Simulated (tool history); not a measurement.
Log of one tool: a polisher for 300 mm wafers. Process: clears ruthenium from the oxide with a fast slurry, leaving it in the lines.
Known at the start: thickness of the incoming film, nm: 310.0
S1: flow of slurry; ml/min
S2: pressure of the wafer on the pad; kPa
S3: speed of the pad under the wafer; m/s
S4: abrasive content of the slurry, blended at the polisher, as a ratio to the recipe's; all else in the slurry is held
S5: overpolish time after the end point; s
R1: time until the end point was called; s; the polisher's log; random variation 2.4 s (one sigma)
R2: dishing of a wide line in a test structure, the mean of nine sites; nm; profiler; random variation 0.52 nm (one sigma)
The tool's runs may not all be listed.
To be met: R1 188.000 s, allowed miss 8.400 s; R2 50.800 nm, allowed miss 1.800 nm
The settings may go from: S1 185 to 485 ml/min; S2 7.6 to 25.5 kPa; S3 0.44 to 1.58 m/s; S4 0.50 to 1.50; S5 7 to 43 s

run,hour,S1,S2,S3,S4,S5,R1,R2
1,0.0,310,16.5,1.00,1.00,22,113.660,52.606
2,0.7,280,16.5,1.00,1.00,22,114.560,51.588
3,6.7,280,16.5,1.00,1.00,19,115.790,45.389
4,9.7,280,15.9,1.00,1.00,20,120.090,47.042
# hour 17.1: worn pad replaced by a new one
5,17.1,280,19.3,1.00,1.00,20,94.435,57.065
6,23.0,280,17.9,1.00,1.00,21,100.230,56.223
7,26.8,280,17.2,1.00,1.00,22,102.970,56.852
8,31.1,275,13.1,0.92,1.00,32,136.090,62.762
9,34.6,275,12.4,0.92,1.00,32,142.300,60.181
10,40.4,270,8.3,0.90,1.00,34,189.520,48.449

Which of these 5 next moves meets every target?
A,46.2,240,7.6,0.82,1.15,42,?,?
B,46.2,295,7.6,0.82,1.05,42,?,?
C,46.2,230,13.1,1.00,0.65,32,?,?
D,46.2,185,9.0,1.10,0.80,35,?,?
E,46.2,275,8.3,0.88,1.00,33,?,?

move,R1,R2
A,209.300,56.779
B,216.750,55.021
C,198.730,46.496
D,191.120,52.283
E,199.680,47.617
A: takes the result that was furthest off past its target
B: takes the result that was furthest off past its target
C: further off than the last run
D: meets every target
E: further off than the last run
Move D is the one to make.
